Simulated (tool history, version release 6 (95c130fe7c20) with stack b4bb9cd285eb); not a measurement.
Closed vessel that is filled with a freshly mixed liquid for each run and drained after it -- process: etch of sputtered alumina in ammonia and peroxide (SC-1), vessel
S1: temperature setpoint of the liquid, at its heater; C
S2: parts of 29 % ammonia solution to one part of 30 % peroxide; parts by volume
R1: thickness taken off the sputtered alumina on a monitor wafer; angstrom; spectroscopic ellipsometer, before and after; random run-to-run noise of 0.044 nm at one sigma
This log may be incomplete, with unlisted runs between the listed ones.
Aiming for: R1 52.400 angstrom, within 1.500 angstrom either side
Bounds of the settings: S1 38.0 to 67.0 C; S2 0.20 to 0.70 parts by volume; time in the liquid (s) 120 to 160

{"run": 1, "hour": 0.0, "S1": 51.0, "S2": 0.4, "time in the liquid (s)": 160, "R1": 92.002}
{"run": 2, "hour": 6.7, "S1": 54.0, "S2": 0.4, "time in the liquid (s)": 160, "R1": 108.97}
{"run": 3, "hour": 7.7, "S1": 54.0, "S2": 0.4, "time in the liquid (s)": 160, "R1": 110.11}
{"run": 4, "hour": 11.1, "S1": 52.0, "S2": 0.4, "time in the liquid (s)": 160, "R1": 97.547}
{"run": 5, "hour": 13.5, "S1": 52.0, "S2": 0.4, "time in the liquid (s)": 120, "R1": 73.141}
{"hour": 14.6, "done": "thermometer replaced"}
{"run": 6, "hour": 14.6, "S1": 56.0, "S2": 0.4, "time in the liquid (s)": 120, "R1": 81.345}
{"run": 7, "hour": 20.2, "S1": 53.0, "S2": 0.35, "time in the liquid (s)": 120, "R1": 70.113}
{"run": 8, "hour": 25.8, "S1": 52.0, "S2": 0.35, "time in the liquid (s)": 120, "R1": 64.794}
{"run": 9, "hour": 33.4, "S1": 51.0, "S2": 0.35, "time in the liquid (s)": 120, "R1": 62.039}
{"run": 10, "hour": 38.1, "S1": 50.5, "S2": 0.35, "time in the liquid (s)": 120, "R1": 60.244}
{"run": 11, "hour": 40.6, "S1": 50.0, "S2": 0.35, "time in the liquid (s)": 120, "R1": 58.289}
{"run": 12, "hour": 46.9, "S1": 47.5, "S2": 0.35, "time in the liquid (s)": 120, "R1": 50.462}

Which of these 5 next moves meets every target?
{"run": "A", "hour": 53.2, "S1": 45.5, "S2": 0.4, "time in the liquid (s)": 130, "R1": "?"}
{"run": "B", "hour": 53.2, "S1": 46.0, "S2": 0.25, "time in the liquid (s)": 130, "R1": "?"}
{"run": "C", "hour": 53.2, "S1": 47.5, "S2": 0.2, "time in the liquid (s)": 130, "R1": "?"}
{"run": "D", "hour": 53.2, "S1": 47.0, "S2": 0.3, "time in the liquid (s)": 120, "R1": "?"}
{"run": "E", "hour": 53.2, "S1": 46.5, "S2": 0.45, "time in the liquid (s)": 120, "R1": "?"}

move=A R1=49.381
move=B R1=48.571
move=C R1=51.736
move=D R1=48.270
move=E R1=48.781
A: the biggest miss grows against the last run
B: the biggest miss grows against the last run
C: each result inside its tolerance
D: the biggest miss grows against the last run
E: the biggest miss grows against the last run
Correct choice: C, which meets every target
